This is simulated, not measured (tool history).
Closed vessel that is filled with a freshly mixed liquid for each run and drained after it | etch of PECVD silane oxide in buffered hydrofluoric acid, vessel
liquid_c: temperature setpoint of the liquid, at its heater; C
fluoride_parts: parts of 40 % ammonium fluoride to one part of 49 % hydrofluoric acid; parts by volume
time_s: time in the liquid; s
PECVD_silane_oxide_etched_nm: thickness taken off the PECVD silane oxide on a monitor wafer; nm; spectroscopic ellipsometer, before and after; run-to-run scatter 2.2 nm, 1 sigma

run 1 day=0 | liquid_c=25 fluoride_parts=11.5 time_s=30 | PECVD_silane_oxide_etched_nm=137.21
run 2 day=0.167 | liquid_c=27.5 fluoride_parts=10.5 time_s=30 | PECVD_silane_oxide_etched_nm=169.07
run 3 day=0.425 | liquid_c=29 fluoride_parts=10 time_s=30 | PECVD_silane_oxide_etched_nm=196.09
run 4 day=0.812 | liquid_c=32 fluoride_parts=10 time_s=30 | PECVD_silane_oxide_etched_nm=228
run 5 day=0.975 | liquid_c=32 fluoride_parts=9.5 time_s=30 | PECVD_silane_oxide_etched_nm=236.04
run 6 day=1.212 | liquid_c=32 fluoride_parts=8 time_s=30 | PECVD_silane_oxide_etched_nm=278.76
run 7 day=1.558 | liquid_c=31.5 fluoride_parts=8 time_s=30 | PECVD_silane_oxide_etched_nm=269.85

What does the tool deliver on the next run?
run 8 day=1.9 | liquid_c=31 fluoride_parts=8 time_s=30 | PECVD_silane_oxide_etched_nm=?

{"run 8": {"PECVD_silane_oxide_etched_nm": 265.9}}

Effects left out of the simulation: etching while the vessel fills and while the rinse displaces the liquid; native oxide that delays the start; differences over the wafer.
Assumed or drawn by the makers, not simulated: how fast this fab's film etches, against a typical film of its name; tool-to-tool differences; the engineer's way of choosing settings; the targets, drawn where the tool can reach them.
